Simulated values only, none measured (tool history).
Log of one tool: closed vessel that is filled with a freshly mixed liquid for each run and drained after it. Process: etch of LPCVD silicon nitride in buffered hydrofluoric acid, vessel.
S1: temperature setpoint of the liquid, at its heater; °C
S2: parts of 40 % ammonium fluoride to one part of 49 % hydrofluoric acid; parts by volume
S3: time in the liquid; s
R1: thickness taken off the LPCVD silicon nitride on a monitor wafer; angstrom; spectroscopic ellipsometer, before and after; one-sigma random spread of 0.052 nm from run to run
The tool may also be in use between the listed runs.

run	hour	S1	S2	S3	R1
1	0.0	20.0	9.5	1140	117.45
2	6.6	21.0	9.5	1140	124.33
3	12.4	21.0	11.0	1140	109.97
4	17.2	22.5	11.0	1140	119.16
5	19.0	23.5	11.0	1140	125.43
6	24.7	24.5	11.0	1140	132.17
7	28.7	25.0	11.0	1140	136.02
8	36.6	25.0	11.0	1140	136.10

Run 9 is up next; what results do you expect?
9	39.1	25.5	11.0	1140	?

{"run 9": {"R1": 139.35}}

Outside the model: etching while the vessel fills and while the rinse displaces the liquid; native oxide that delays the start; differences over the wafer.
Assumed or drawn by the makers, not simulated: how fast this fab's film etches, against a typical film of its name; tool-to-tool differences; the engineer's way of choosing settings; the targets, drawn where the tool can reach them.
